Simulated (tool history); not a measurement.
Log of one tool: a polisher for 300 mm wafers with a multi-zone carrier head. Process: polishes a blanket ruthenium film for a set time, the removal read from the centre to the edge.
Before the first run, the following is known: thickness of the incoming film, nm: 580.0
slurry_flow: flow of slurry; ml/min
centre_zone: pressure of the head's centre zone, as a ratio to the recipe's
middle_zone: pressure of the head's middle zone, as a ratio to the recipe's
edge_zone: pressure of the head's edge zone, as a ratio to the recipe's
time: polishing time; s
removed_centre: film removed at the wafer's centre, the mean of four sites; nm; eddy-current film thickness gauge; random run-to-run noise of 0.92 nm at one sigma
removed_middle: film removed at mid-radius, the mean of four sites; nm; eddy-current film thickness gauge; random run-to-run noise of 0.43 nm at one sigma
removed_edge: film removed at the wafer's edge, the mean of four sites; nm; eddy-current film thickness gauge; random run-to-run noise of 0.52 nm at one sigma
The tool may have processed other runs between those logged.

run  hour  slurry_flow  centre_zone  middle_zone  edge_zone  time  removed_centre  removed_middle  removed_edge
  1   0.0          170         1.00         1.00       1.00    61         106.220         107.110       104.400
  2   8.2          170         1.00         0.92       1.00    61         104.990          99.065       103.050
  3  13.4          170         0.99         0.94       0.96    54          95.080          89.874        92.181
  4  17.9          160         0.99         0.98       0.93    48          81.753          83.087        78.448
  5  25.5          160         0.99         0.93       0.93    48          82.634          78.193        79.244
  6  29.0          160         0.99         1.00       0.93    48          80.930          82.581        78.553
  7  34.0          150         0.99         1.01       0.90    46          78.186          79.176        73.607

What will run 8 give?
  8  40.5          145         0.99         1.02       0.88    44               ?               ?             ?

{"run 8": {"removed_centre": 73.948, "removed_middle": 76.295, "removed_edge": 68.14}}
